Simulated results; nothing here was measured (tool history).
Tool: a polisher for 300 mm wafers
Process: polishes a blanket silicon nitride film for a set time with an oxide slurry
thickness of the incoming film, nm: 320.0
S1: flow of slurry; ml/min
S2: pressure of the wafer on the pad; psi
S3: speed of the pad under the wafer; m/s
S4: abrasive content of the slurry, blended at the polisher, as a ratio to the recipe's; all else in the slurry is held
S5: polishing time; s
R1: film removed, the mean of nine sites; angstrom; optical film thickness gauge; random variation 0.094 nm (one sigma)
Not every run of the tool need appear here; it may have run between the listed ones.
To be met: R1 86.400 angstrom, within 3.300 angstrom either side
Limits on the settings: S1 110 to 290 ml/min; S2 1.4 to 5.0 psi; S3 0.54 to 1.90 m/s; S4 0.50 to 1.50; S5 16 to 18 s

| run | day | S1 | S2 | S3 | S4 | S5 | R1 |
|---|---|---|---|---|---|---|---|
| 1 | 0.000 | 185 | 3.2 | 1.22 | 1.00 | 18 | 72.895 |
| 2 | 0.150 | 185 | 3.2 | 1.22 | 0.85 | 18 | 59.950 |
| 3 | 0.462 | 185 | 3.2 | 1.04 | 0.85 | 18 | 54.654 |
| 4 | 0.746 | 185 | 3.5 | 1.04 | 0.85 | 18 | 57.839 |
| 5 | 0.846 | 185 | 3.8 | 1.06 | 0.85 | 18 | 64.746 |
| 6 | 1.071 | 185 | 4.0 | 1.06 | 0.85 | 18 | 66.914 |
| 7 | 1.096 | 185 | 4.2 | 1.06 | 0.85 | 18 | 69.290 |
| 8 | 1.312 | 195 | 5.0 | 1.08 | 0.85 | 18 | 81.908 |

5 candidate next runs follow, results not yet known. Just one meets every target within its allowed miss. Identify it.
| A | 1.529 | 185 | 4.0 | 1.50 | 0.90 | 18 | ? |
| B | 1.529 | 210 | 5.0 | 1.14 | 0.90 | 17 | ? |
| C | 1.529 | 255 | 4.6 | 0.86 | 1.00 | 18 | ? |
| D | 1.529 | 185 | 5.0 | 1.00 | 1.05 | 18 | ? |
| E | 1.529 | 175 | 4.9 | 1.10 | 1.00 | 18 | ? |

| move | R1 |
|---|---|
| A | 93.050 |
| B | 87.309 |
| C | 77.312 |
| D | 95.345 |
| E | 96.096 |
A: takes the biggest miss from the last run beyond its target
B: meets every target
C: lands further from the targets than the last run did
D: takes the biggest miss from the last run beyond its target
E: takes the biggest miss from the last run beyond its target
So the answer is move B, the one that meets all the targets.

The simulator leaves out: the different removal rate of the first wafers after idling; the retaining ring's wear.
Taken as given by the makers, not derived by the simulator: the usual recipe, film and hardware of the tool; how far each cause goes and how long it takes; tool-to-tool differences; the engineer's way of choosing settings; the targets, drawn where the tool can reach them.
